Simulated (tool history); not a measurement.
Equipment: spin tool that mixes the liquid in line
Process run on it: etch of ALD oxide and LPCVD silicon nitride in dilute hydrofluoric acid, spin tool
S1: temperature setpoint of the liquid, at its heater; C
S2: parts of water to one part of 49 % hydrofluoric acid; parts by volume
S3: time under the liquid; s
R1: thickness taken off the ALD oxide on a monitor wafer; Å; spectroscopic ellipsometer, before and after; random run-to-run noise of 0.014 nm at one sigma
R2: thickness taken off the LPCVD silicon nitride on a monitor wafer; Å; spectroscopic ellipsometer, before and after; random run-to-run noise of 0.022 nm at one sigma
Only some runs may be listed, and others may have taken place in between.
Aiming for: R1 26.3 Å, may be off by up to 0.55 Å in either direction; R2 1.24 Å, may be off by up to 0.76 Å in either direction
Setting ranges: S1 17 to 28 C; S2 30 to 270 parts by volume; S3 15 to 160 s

run,day,S1,S2,S3,R1,R2
1,0,20,150,80,49.532,2.6513
2,0.154,19,170,80,41.341,1.5773
3,0.208,19,140,80,51.847,1.6615
4,0.292,17,140,80,47.974,1.4856
5,0.404,17,160,80,40.773,2.1743
6,0.688,17,160,80,40.878,1.4919
7,1,17,175,80,37.201,1.3812
8,1.208,17,175,80,36.692,1.3748
9,1.475,17,185,80,34.572,1.8316
10,1.654,17,195,80,32.782,1.5296
11,1.938,17,205,80,30.37,1.1682
12,2.083,17,210,80,29.688,1.4398

4 candidate next runs follow, results not yet known. Just one meets every target within its allowed miss. Identify it.
A,2.229,18,240,80,?,?
B,2.229,17,215,70,?,?
C,2.229,20,180,70,?,?
D,2.229,21,270,90,?,?

move,R1,R2
A,26.083,1.2881
B,25.058,1.1717
C,34.816,1.6984
D,28.407,1.5706
A: all results land within tolerance of their targets
B: the result that was furthest off in the last run now lies on the other side of its target
C: lands further from the targets than the last run did
D: closes in on the targets versus the last run, not all within tolerance yet
Go with A: it meets all targets.
